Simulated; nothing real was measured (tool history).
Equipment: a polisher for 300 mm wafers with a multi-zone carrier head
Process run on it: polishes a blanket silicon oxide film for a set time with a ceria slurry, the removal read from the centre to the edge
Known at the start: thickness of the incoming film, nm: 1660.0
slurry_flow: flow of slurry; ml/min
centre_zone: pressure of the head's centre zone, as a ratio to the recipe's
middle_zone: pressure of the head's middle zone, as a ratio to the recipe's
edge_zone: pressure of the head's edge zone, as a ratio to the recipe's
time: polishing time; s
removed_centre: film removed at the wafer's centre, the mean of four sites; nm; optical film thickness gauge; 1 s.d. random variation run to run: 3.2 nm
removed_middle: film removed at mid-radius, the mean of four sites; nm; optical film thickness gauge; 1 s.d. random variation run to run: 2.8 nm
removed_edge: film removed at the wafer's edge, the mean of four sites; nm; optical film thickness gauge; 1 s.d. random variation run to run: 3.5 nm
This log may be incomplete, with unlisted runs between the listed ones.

Run 1, hour 0.0: slurry_flow 240 ml/min, centre_zone 1.00, middle_zone 1.00, edge_zone 1.00, time 82 s. Result: removed_centre 395.91 nm, removed_middle 400.45 nm, removed_edge 390.66 nm.
Run 2, hour 5.4: slurry_flow 240 ml/min, centre_zone 1.00, middle_zone 1.00, edge_zone 1.00, time 73 s. Result: removed_centre 353.18 nm, removed_middle 356.85 nm, removed_edge 351.67 nm.
Run 3, hour 12.7: slurry_flow 230 ml/min, centre_zone 1.00, middle_zone 0.96, edge_zone 0.97, time 72 s. Result: removed_centre 348.00 nm, removed_middle 337.17 nm, removed_edge 338.35 nm.
Run 4, hour 14.0: slurry_flow 230 ml/min, centre_zone 1.00, middle_zone 0.96, edge_zone 0.97, time 90 s. Result: removed_centre 429.03 nm, removed_middle 421.16 nm, removed_edge 434.30 nm.
Run 5, hour 20.8: slurry_flow 230 ml/min, centre_zone 1.00, middle_zone 0.89, edge_zone 0.97, time 90 s. Result: removed_centre 430.99 nm, removed_middle 401.22 nm, removed_edge 427.92 nm.
Run 6, hour 22.6: slurry_flow 230 ml/min, centre_zone 1.00, middle_zone 0.84, edge_zone 0.97, time 90 s. Result: removed_centre 436.59 nm, removed_middle 381.35 nm, removed_edge 416.67 nm.
Run 7, hour 25.3: slurry_flow 230 ml/min, centre_zone 1.00, middle_zone 0.84, edge_zone 0.97, time 90 s. Result: removed_centre 428.02 nm, removed_middle 373.15 nm, removed_edge 424.64 nm.

Run 8 comes next. What will it give?
Run 8, hour 33.0: slurry_flow 220 ml/min, centre_zone 0.96, middle_zone 0.87, edge_zone 0.87, time 69 s. Result: removed_centre ?, removed_middle ?, removed_edge ?.

removed_centre: 317.89 nm
removed_middle: 291.30 nm
removed_edge: 306.09 nm
